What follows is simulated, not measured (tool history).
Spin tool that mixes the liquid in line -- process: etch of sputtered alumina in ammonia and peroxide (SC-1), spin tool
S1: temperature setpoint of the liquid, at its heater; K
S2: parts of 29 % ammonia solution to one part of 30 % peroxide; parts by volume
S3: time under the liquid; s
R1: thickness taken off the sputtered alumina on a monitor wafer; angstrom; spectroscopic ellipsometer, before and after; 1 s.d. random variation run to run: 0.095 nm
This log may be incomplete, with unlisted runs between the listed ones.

| run | day | S1 | S2 | S3 | R1 |
|---|---|---|---|---|---|
| 1 | 0.000 | 332.15 | 0.95 | 220 | 229.50 |
| 2 | 0.354 | 328.65 | 0.95 | 220 | 192.69 |
| 3 | 0.521 | 326.15 | 0.95 | 220 | 168.34 |
| 4 | 0.621 | 326.15 | 0.95 | 235 | 182.43 |
| 5 | 0.742 | 323.65 | 0.95 | 235 | 158.72 |
| 6 | 1.071 | 323.65 | 1.20 | 235 | 159.26 |

Predict the results of run 7:
| 7 | 1.250 | 322.15 | 1.20 | 235 | ? |

Logged for run 7: R1 145.78 angstrom.

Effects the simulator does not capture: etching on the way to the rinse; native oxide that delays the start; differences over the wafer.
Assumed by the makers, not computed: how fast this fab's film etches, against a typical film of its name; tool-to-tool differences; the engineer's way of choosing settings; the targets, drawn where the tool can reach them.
